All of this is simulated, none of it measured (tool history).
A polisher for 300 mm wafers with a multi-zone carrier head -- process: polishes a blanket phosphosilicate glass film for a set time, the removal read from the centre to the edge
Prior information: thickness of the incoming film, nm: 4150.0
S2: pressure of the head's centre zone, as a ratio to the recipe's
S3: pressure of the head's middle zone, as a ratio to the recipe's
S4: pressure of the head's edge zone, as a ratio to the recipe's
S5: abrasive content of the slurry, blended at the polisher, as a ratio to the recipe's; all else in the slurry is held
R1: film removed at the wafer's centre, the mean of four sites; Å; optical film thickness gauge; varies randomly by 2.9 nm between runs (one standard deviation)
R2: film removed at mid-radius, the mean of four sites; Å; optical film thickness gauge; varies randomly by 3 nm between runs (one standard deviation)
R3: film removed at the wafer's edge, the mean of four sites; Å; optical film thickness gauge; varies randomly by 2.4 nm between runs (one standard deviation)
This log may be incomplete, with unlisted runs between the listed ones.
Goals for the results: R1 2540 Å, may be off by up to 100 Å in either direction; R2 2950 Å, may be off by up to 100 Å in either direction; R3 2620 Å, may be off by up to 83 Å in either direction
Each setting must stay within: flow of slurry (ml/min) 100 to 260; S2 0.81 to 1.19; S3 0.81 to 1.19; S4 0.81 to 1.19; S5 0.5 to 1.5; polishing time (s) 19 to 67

Run 1, hour 0: flow of slurry (ml/min) 165, S2 1, S3 1, S4 1, S5 1, polishing time (s) 43. Result: R1 2834.7 Å, R2 2458.2 Å, R3 2455.3 Å.
Run 2, hour 4.8: flow of slurry (ml/min) 175, S2 0.96, S3 1.04, S4 1.02, S5 1, polishing time (s) 43. Result: R1 2709.5 Å, R2 2510.2 Å, R3 2497.2 Å.
Run 3, hour 12.3: flow of slurry (ml/min) 175, S2 0.96, S3 1.04, S4 1.02, S5 1, polishing time (s) 38. Result: R1 2423.1 Å, R2 2310.2 Å, R3 2221.5 Å.
Run 4, hour 13.9: flow of slurry (ml/min) 175, S2 0.96, S3 1.04, S4 1.02, S5 1, polishing time (s) 28. Result: R1 1723.8 Å, R2 1669.2 Å, R3 1637.4 Å.
Run 5, hour 16.1: flow of slurry (ml/min) 175, S2 0.96, S3 1.1, S4 1.02, S5 1, polishing time (s) 28. Result: R1 1748.7 Å, R2 1756.8 Å, R3 1634.4 Å.
Run 6, hour 20.3: flow of slurry (ml/min) 190, S2 0.94, S3 1.13, S4 1.04, S5 1.15, polishing time (s) 30. Result: R1 2022.4 Å, R2 2099.3 Å, R3 1898.4 Å.
Run 7, hour 26.7: flow of slurry (ml/min) 230, S2 0.84, S3 1.19, S4 1.14, S5 1.4, polishing time (s) 32. Result: R1 2160.2 Å, R2 2582.2 Å, R3 2344.9 Å.
At hour 33.6: centre zone pressure recalibrated.
Run 8, hour 33.6: flow of slurry (ml/min) 235, S2 0.85, S3 1.19, S4 1.13, S5 1.45, polishing time (s) 33. Result: R1 2046.5 Å, R2 2711.5 Å, R3 2489.5 Å.
Run 9, hour 36.5: flow of slurry (ml/min) 215, S2 0.86, S3 1.19, S4 1.12, S5 1.4, polishing time (s) 36. Result: R1 2239.8 Å, R2 2907.2 Å, R3 2595.5 Å.
Run 10, hour 43.4: flow of slurry (ml/min) 215, S2 0.91, S3 1.19, S4 1.12, S5 1.4, polishing time (s) 36. Result: R1 2336.7 Å, R2 2872.5 Å, R3 2629.9 Å.
Run 11, hour 46.5: flow of slurry (ml/min) 245, S2 0.97, S3 1.19, S4 1.03, S5 1.4, polishing time (s) 36. Result: R1 2561.1 Å, R2 2929.6 Å, R3 2511 Å.
Run 12, hour 52.8: flow of slurry (ml/min) 245, S2 0.97, S3 1.19, S4 1.04, S5 1.4, polishing time (s) 36. Result: R1 2519.1 Å, R2 2951.6 Å, R3 2509.3 Å.

Which of these 5 next moves meets every target?
Run A, hour 59.1: flow of slurry (ml/min) 260, S2 1.06, S3 1.18, S4 0.96, S5 1.15, polishing time (s) 40. Result: R1 ?, R2 ?, R3 ?.
Run B, hour 59.1: flow of slurry (ml/min) 235, S2 1, S3 1.19, S4 0.97, S5 1.4, polishing time (s) 36. Result: R1 ?, R2 ?, R3 ?.
Run C, hour 59.1: flow of slurry (ml/min) 240, S2 1.1, S3 1.1, S4 1, S5 1.2, polishing time (s) 38. Result: R1 ?, R2 ?, R3 ?.
Run D, hour 59.1: flow of slurry (ml/min) 240, S2 0.99, S3 1.19, S4 0.94, S5 1.45, polishing time (s) 36. Result: R1 ?, R2 ?, R3 ?.
Run E, hour 59.1: flow of slurry (ml/min) 240, S2 1, S3 1.19, S4 1.14, S5 1.5, polishing time (s) 35. Result: R1 ?, R2 ?, R3 ?.

move      R1      R2      R3
   A  2765.6  3021.1  2522.7
   B    2536  2958.7  2470.2
   C  2755.2  2740.1  2481.9
   D  2552.2  3006.7  2471.8
   E  2539.1  2960.8    2677
A: its largest miss is bigger than the last run's
B: its largest miss is bigger than the last run's
C: its largest miss is bigger than the last run's
D: its largest miss is bigger than the last run's
E: each result inside its tolerance
E meets every target.
